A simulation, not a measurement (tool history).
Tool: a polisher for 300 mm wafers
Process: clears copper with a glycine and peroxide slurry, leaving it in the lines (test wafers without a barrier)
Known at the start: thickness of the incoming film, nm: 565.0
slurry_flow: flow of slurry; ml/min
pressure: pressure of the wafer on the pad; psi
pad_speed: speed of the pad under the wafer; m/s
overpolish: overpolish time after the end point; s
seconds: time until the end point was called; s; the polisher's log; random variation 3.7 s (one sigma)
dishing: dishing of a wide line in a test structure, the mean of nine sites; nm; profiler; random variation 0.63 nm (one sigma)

run	hour	slurry_flow	pressure	pad_speed	overpolish	seconds	dishing
1	0.0	280	2.7	0.84	28	144.71	68.360
2	8.9	280	2.5	0.80	30	166.48	66.444
3	11.0	280	2.3	0.80	31	172.54	66.250
4	12.2	280	2.2	0.78	32	187.69	63.324
5	20.7	280	2.2	0.92	32	160.09	68.839
6	24.8	280	2.2	1.02	32	149.87	74.522
7	27.8	280	2.1	0.98	33	160.66	70.926
8	29.3	280	2.0	0.94	34	169.02	69.452

Run 9 comes next. What will it give?
9	31.0	280	1.9	0.90	35	?	?

Run 9 gave seconds 183.24 s, dishing 68.821 nm.
